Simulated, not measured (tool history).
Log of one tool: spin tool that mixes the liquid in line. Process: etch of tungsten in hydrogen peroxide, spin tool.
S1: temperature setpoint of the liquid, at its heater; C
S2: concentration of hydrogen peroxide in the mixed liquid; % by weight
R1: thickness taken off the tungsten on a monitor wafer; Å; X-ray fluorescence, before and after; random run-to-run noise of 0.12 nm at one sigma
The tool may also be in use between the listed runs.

Run 1, hour 0.0: S1 55.0 C, S2 20.0 % by weight, time under the liquid (s) 15. Result: R1 231.99 Å.
Run 2, hour 2.1: S1 55.0 C, S2 16.5 % by weight, time under the liquid (s) 15. Result: R1 211.48 Å.
Run 3, hour 2.9: S1 55.0 C, S2 16.5 % by weight, time under the liquid (s) 15. Result: R1 210.89 Å.
Run 4, hour 11.3: S1 57.5 C, S2 16.5 % by weight, time under the liquid (s) 15. Result: R1 245.06 Å.
Run 5, hour 15.2: S1 59.5 C, S2 16.5 % by weight, time under the liquid (s) 15. Result: R1 274.13 Å.
Run 6, hour 20.6: S1 59.5 C, S2 16.5 % by weight, time under the liquid (s) 15. Result: R1 273.79 Å.

The next listed run, before its measurement:
Run 7, hour 27.3: S1 61.0 C, S2 16.5 % by weight, time under the liquid (s) 15. Result: R1 ?.

R1: 299.92 Å
